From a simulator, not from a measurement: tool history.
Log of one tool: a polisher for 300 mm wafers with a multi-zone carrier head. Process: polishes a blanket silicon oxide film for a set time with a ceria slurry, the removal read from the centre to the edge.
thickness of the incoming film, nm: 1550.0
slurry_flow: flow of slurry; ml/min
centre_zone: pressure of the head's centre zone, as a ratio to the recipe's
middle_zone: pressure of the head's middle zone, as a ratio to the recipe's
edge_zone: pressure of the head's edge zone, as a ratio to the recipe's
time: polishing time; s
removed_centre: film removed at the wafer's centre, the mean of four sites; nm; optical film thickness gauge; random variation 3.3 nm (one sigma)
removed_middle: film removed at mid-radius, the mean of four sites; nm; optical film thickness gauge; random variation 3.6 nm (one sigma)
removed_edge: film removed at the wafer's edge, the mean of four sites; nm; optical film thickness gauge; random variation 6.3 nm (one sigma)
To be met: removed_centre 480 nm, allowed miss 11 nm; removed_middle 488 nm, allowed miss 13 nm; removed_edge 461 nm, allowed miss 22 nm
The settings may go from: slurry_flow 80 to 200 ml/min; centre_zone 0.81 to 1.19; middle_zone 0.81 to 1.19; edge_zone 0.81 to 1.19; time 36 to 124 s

Run 1, hour 0: slurry_flow 130 ml/min, centre_zone 1, middle_zone 1, edge_zone 1, time 79 s. Result: removed_centre 384.93 nm, removed_middle 371.87 nm, removed_edge 386.05 nm.
Run 2, hour 8.8: slurry_flow 130 ml/min, centre_zone 1, middle_zone 1, edge_zone 1, time 67 s. Result: removed_centre 327.28 nm, removed_middle 317.89 nm, removed_edge 325 nm.
Run 3, hour 16.4: slurry_flow 135 ml/min, centre_zone 1.01, middle_zone 1.02, edge_zone 1.02, time 69 s. Result: removed_centre 338.06 nm, removed_middle 335.67 nm, removed_edge 341.43 nm.
Run 4, hour 22: slurry_flow 110 ml/min, centre_zone 1.01, middle_zone 1.02, edge_zone 1.02, time 69 s. Result: removed_centre 321.96 nm, removed_middle 324.65 nm, removed_edge 325.01 nm.
Run 5, hour 25.7: slurry_flow 110 ml/min, centre_zone 1.01, middle_zone 0.98, edge_zone 1.02, time 69 s. Result: removed_centre 320.94 nm, removed_middle 312.05 nm, removed_edge 321.18 nm.
Run 6, hour 27.3: slurry_flow 110 ml/min, centre_zone 1.01, middle_zone 0.98, edge_zone 1.02, time 54 s. Result: removed_centre 251.36 nm, removed_middle 242.52 nm, removed_edge 251.02 nm.
Run 7, hour 30.7: slurry_flow 145 ml/min, centre_zone 1.1, middle_zone 1.08, edge_zone 1.12, time 76 s. Result: removed_centre 409.22 nm, removed_middle 391.72 nm, removed_edge 402.18 nm.
Run 8, hour 31.5: slurry_flow 150 ml/min, centre_zone 1.1, middle_zone 1.09, edge_zone 1.12, time 76 s. Result: removed_centre 405.77 nm, removed_middle 396.69 nm, removed_edge 400.31 nm.
Run 9, hour 32.3: slurry_flow 155 ml/min, centre_zone 1.11, middle_zone 1.1, edge_zone 1.12, time 77 s. Result: removed_centre 418.61 nm, removed_middle 408.93 nm, removed_edge 404.37 nm.
Run 10, hour 41.1: slurry_flow 155 ml/min, centre_zone 1.11, middle_zone 1.1, edge_zone 1.12, time 77 s. Result: removed_centre 421.78 nm, removed_middle 403.93 nm, removed_edge 418.25 nm.
Run 11, hour 42.1: slurry_flow 155 ml/min, centre_zone 1.11, middle_zone 1.11, edge_zone 1.1, time 78 s. Result: removed_centre 424.68 nm, removed_middle 413.7 nm, removed_edge 405.14 nm.
Run 12, hour 49.8: slurry_flow 160 ml/min, centre_zone 1.11, middle_zone 1.12, edge_zone 1.11, time 78 s. Result: removed_centre 435.79 nm, removed_middle 423.3 nm, removed_edge 413.67 nm.
Run 13, hour 50.6: slurry_flow 165 ml/min, centre_zone 1.11, middle_zone 1.13, edge_zone 1.12, time 78 s. Result: removed_centre 433.39 nm, removed_middle 422.96 nm, removed_edge 405.03 nm.
Run 14, hour 53.6: slurry_flow 155 ml/min, centre_zone 1.1, middle_zone 1.17, edge_zone 1.15, time 90 s. Result: removed_centre 487.28 nm, removed_middle 503.13 nm, removed_edge 483.12 nm.
Run 15, hour 58: slurry_flow 155 ml/min, centre_zone 1.1, middle_zone 1.17, edge_zone 1.14, time 90 s. Result: removed_centre 486.63 nm, removed_middle 503.33 nm, removed_edge 470.87 nm.

Which of these 4 next moves meets every target?
Run A, hour 62.4: slurry_flow 120 ml/min, centre_zone 1.08, middle_zone 1.09, edge_zone 1.19, time 99 s. Result: removed_centre ?, removed_middle ?, removed_edge ?.
Run B, hour 62.4: slurry_flow 155 ml/min, centre_zone 1.01, middle_zone 1.17, edge_zone 1.1, time 93 s. Result: removed_centre ?, removed_middle ?, removed_edge ?.
Run C, hour 62.4: slurry_flow 110 ml/min, centre_zone 1.16, middle_zone 1.19, edge_zone 1.14, time 93 s. Result: removed_centre ?, removed_middle ?, removed_edge ?.
Run D, hour 62.4: slurry_flow 170 ml/min, centre_zone 1.14, middle_zone 1.19, edge_zone 1.02, time 89 s. Result: removed_centre ?, removed_middle ?, removed_edge ?.

move  removed_centre  removed_middle  removed_edge
   A          500.73          496.26        511.84
   B          476.54          521.47        480.18
   C           484.8          487.55        462.19
   D          510.69          514.14        447.96
A: brings the result that was furthest off to its target, and leaves another outside
B: further off than the last run
C: meets every target
D: further off than the last run
Answer: C
